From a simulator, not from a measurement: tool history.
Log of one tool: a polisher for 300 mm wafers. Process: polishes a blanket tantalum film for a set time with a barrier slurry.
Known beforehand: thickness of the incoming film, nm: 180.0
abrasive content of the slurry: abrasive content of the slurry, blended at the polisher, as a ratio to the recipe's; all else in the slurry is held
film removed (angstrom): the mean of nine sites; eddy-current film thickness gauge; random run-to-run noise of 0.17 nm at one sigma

run,day,flow of slurry (ml/min),pressure of the wafer on the pad (psi),speed of the pad under the wafer (m/s),abrasive content of the slurry,polishing time (s),film removed (angstrom)
1,0,125,1.3,0.94,1,39,360.66
2,0.225,120,1.3,0.94,1,39,361.34
3,0.433,120,1.3,0.74,1,39,291.76
4,0.762,140,1.3,0.74,1,39,299.74
5,1.054,140,1.5,0.74,1,39,347.98
# day 1.279: slurry nozzle cleaned
6,1.279,140,1.5,0.74,1,34,319.85
7,1.65,135,1.5,0.74,1,34,313.34

Run 8 is up next; what results do you expect?
8,1.762,130,1.5,0.74,1,34,?

film removed (angstrom): 315.42

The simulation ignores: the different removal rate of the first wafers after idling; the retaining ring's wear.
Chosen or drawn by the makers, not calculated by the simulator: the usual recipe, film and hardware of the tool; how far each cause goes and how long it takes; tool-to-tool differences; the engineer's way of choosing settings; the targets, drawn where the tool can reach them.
